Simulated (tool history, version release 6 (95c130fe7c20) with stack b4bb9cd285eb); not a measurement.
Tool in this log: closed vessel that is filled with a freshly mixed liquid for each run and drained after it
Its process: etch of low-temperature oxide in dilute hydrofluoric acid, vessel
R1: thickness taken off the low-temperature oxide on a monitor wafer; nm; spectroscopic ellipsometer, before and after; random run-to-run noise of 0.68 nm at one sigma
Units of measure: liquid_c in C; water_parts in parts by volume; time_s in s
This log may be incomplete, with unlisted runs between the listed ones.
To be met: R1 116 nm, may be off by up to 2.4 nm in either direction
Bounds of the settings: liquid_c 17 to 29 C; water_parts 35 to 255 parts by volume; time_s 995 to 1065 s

{"run": 1, "hour": 0.0, "liquid_c": 21, "water_parts": 145, "time_s": 995, "R1": 74.215}
{"run": 2, "hour": 8.2, "liquid_c": 22.5, "water_parts": 145, "time_s": 995, "R1": 79.112}
{"run": 3, "hour": 11.0, "liquid_c": 20, "water_parts": 145, "time_s": 995, "R1": 71.625}
{"run": 4, "hour": 11.7, "liquid_c": 22.5, "water_parts": 145, "time_s": 995, "R1": 79.883}
{"run": 5, "hour": 15.2, "liquid_c": 23.5, "water_parts": 145, "time_s": 995, "R1": 81.746}
{"run": 6, "hour": 22.2, "liquid_c": 23.5, "water_parts": 120, "time_s": 995, "R1": 102.85}
{"run": 7, "hour": 29.0, "liquid_c": 24, "water_parts": 120, "time_s": 995, "R1": 105.71}
{"run": 8, "hour": 35.4, "liquid_c": 24.5, "water_parts": 120, "time_s": 995, "R1": 106.86}
{"run": 9, "hour": 42.3, "liquid_c": 25, "water_parts": 120, "time_s": 995, "R1": 109.4}

4 candidate next runs follow, results not yet known. Just one meets every target within its allowed miss. Identify it.
{"run": "A", "hour": 49.2, "liquid_c": 19, "water_parts": 95, "time_s": 1025, "R1": "?"}
{"run": "B", "hour": 49.2, "liquid_c": 25, "water_parts": 125, "time_s": 995, "R1": "?"}
{"run": "C", "hour": 49.2, "liquid_c": 24, "water_parts": 105, "time_s": 995, "R1": "?"}
{"run": "D", "hour": 49.2, "liquid_c": 26, "water_parts": 125, "time_s": 1015, "R1": "?"}

move=A R1=115.17
move=B R1=104.38
move=C R1=122.45
move=D R1=110.64
A: each result inside its tolerance
B: its largest miss is bigger than the last run's
C: takes the result that was furthest off past its target
D: an improvement on the last run, though not all results are within tolerance
Move A is the one to make.
